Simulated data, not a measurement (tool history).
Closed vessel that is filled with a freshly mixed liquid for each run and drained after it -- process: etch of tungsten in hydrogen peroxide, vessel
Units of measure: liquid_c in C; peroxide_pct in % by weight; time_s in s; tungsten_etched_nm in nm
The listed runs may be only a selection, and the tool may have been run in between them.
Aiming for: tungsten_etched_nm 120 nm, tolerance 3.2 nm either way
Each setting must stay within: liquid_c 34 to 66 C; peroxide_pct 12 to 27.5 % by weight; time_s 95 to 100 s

{"run": 1, "day": 0.0, "liquid_c": 50, "peroxide_pct": 18.5, "time_s": 95, "tungsten_etched_nm": 80.043}
{"run": 2, "day": 0.267, "liquid_c": 52, "peroxide_pct": 18.5, "time_s": 95, "tungsten_etched_nm": 91.389}
{"run": 3, "day": 0.346, "liquid_c": 52, "peroxide_pct": 18.5, "time_s": 95, "tungsten_etched_nm": 91.617}
{"run": 4, "day": 0.642, "liquid_c": 53, "peroxide_pct": 18.5, "time_s": 95, "tungsten_etched_nm": 96.521}
{"run": 5, "day": 0.796, "liquid_c": 54, "peroxide_pct": 18.5, "time_s": 95, "tungsten_etched_nm": 102.89}
{"run": 6, "day": 0.838, "liquid_c": 54.5, "peroxide_pct": 18.5, "time_s": 95, "tungsten_etched_nm": 107.02}
{"run": 7, "day": 1.046, "liquid_c": 55, "peroxide_pct": 18.5, "time_s": 95, "tungsten_etched_nm": 108.68}
{"run": 8, "day": 1.325, "liquid_c": 55.5, "peroxide_pct": 18.5, "time_s": 95, "tungsten_etched_nm": 111.62}
{"run": 9, "day": 1.579, "liquid_c": 56, "peroxide_pct": 18.5, "time_s": 95, "tungsten_etched_nm": 115.48}

Which one of the following 4 next-run settings gets every result inside its allowed miss? There is exactly one.
{"run": "A", "day": 1.833, "liquid_c": 55, "peroxide_pct": 18, "time_s": 95, "tungsten_etched_nm": "?"}
{"run": "B", "day": 1.833, "liquid_c": 56, "peroxide_pct": 17.5, "time_s": 100, "tungsten_etched_nm": "?"}
{"run": "C", "day": 1.833, "liquid_c": 55, "peroxide_pct": 20, "time_s": 95, "tungsten_etched_nm": "?"}
{"run": "D", "day": 1.833, "liquid_c": 54.5, "peroxide_pct": 20, "time_s": 95, "tungsten_etched_nm": "?"}

move=A tungsten_etched_nm=107.47
move=B tungsten_etched_nm=118.33
move=C tungsten_etched_nm=113.28
move=D tungsten_etched_nm=109.97
A: lands further from the targets than the last run did
B: every result within its allowed miss
C: lands further from the targets than the last run did
D: lands further from the targets than the last run did
Go with B: it meets all targets.

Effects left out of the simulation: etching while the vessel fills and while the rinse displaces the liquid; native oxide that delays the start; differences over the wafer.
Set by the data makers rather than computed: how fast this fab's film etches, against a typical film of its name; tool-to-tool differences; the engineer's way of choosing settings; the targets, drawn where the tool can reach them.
